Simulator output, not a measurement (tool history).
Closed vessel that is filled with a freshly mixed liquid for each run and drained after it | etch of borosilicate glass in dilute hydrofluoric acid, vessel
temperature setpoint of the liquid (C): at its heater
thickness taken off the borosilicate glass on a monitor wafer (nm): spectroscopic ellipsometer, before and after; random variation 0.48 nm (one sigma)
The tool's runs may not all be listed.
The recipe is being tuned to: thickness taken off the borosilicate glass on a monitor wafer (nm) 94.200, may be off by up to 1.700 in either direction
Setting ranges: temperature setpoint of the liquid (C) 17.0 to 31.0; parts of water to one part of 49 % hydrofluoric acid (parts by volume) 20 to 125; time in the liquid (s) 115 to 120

run,hour,temperature setpoint of the liquid (C),parts of water to one part of 49 % hydrofluoric acid (parts by volume),time in the liquid (s),thickness taken off the borosilicate glass on a monitor wafer (nm)
1,0.0,23.0,70,115,55.357
2,3.6,23.0,70,120,57.535
3,9.4,23.0,90,120,43.802
4,10.7,23.0,90,120,43.948
5,18.2,24.0,85,120,48.689
6,24.3,25.0,80,120,53.824
7,32.6,25.0,80,120,54.183
8,40.3,26.0,75,120,60.573
9,45.4,26.5,70,120,66.238
10,47.1,27.0,70,120,67.297
11,53.5,27.0,70,120,67.476
12,62.4,27.5,70,120,68.785
13,71.1,28.0,70,120,69.738
14,76.6,28.5,70,120,71.183
15,84.8,29.0,70,120,72.865
16,86.3,29.5,70,120,73.829

Which one of the following 4 next-run settings gets every result inside its allowed miss? There is exactly one.
A,87.8,29.0,50,120,?
B,87.8,30.0,65,120,?
C,87.8,31.0,60,120,?
D,87.8,30.0,55,120,?

move,thickness taken off the borosilicate glass on a monitor wafer (nm)
A,105.210
B,82.288
C,93.365
D,98.732
A: carries the result that was furthest off beyond its target, to the other side
B: an improvement on the last run, though not all results are within tolerance
C: every result within its allowed miss
D: carries the result that was furthest off beyond its target, to the other side
So the answer is move C, the one that meets all the targets.
